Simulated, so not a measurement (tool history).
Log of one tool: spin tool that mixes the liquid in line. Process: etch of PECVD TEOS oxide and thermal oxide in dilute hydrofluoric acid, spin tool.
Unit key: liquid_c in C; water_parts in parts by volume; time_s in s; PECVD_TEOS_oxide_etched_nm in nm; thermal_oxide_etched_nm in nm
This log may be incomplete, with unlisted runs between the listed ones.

Run 1, day 0.000: liquid_c 25 C, water_parts 190 parts by volume, time_s 180 s. Result: PECVD_TEOS_oxide_etched_nm 10.4050 nm, thermal_oxide_etched_nm 4.4083 nm.
Run 2, day 0.138: liquid_c 25 C, water_parts 190 parts by volume, time_s 235 s. Result: PECVD_TEOS_oxide_etched_nm 13.4350 nm, thermal_oxide_etched_nm 5.7080 nm.
Run 3, day 0.467: liquid_c 26 C, water_parts 190 parts by volume, time_s 235 s. Result: PECVD_TEOS_oxide_etched_nm 14.3000 nm, thermal_oxide_etched_nm 5.9101 nm.
Run 4, day 0.617: liquid_c 26 C, water_parts 245 parts by volume, time_s 235 s. Result: PECVD_TEOS_oxide_etched_nm 10.2890 nm, thermal_oxide_etched_nm 4.3419 nm.
Run 5, day 0.642: liquid_c 27 C, water_parts 235 parts by volume, time_s 235 s. Result: PECVD_TEOS_oxide_etched_nm 11.1200 nm, thermal_oxide_etched_nm 4.6635 nm.
Run 6, day 0.796: liquid_c 27 C, water_parts 265 parts by volume, time_s 235 s. Result: PECVD_TEOS_oxide_etched_nm 9.4986 nm, thermal_oxide_etched_nm 4.0397 nm.

Forecast run 7:
At day 0.946: thermometer replaced.
Run 7, day 0.946: liquid_c 28 C, water_parts 250 parts by volume, time_s 235 s. Result: PECVD_TEOS_oxide_etched_nm ?, thermal_oxide_etched_nm ?.

PECVD_TEOS_oxide_etched_nm: 10.1910 nm
thermal_oxide_etched_nm: 4.2737 nm
